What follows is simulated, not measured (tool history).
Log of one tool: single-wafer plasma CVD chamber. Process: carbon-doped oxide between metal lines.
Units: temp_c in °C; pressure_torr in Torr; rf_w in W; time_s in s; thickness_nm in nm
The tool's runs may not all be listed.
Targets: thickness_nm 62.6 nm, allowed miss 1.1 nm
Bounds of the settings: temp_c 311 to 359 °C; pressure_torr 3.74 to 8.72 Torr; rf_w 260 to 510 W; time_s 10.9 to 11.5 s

run,hour,temp_c,pressure_torr,rf_w,time_s,thickness_nm
1,0,335,6.23,385,11.5,53.72
2,1.4,331,6.47,395,11.5,56.364
3,6.2,331,7.27,395,11.5,56.771
4,9.9,331,7.27,395,10.9,53.365
5,17,331,7.27,360,10.9,49.555
6,25.4,328,7.33,380,10.9,53.154
7,34,324,7.37,390,10.9,54.506
8,42,322,7.42,400,10.9,56.991

5 next moves are on the table. One of them brings every result within its allowed miss. Which?
A,50,331,5.71,390,10.9,?
B,50,321,7.21,400,11.4,?
C,50,311,7.69,410,11.3,?
D,50,332,6.86,355,10.9,?
E,50,317,8.2,415,11,?

move,thickness_nm
A,52.397
B,59.457
C,63.341
D,49.076
E,60.754
A: further off than the last run
B: nearer than the last run, and not there yet
C: meets every target
D: further off than the last run
E: nearer than the last run, and not there yet
Move C is the one to make.
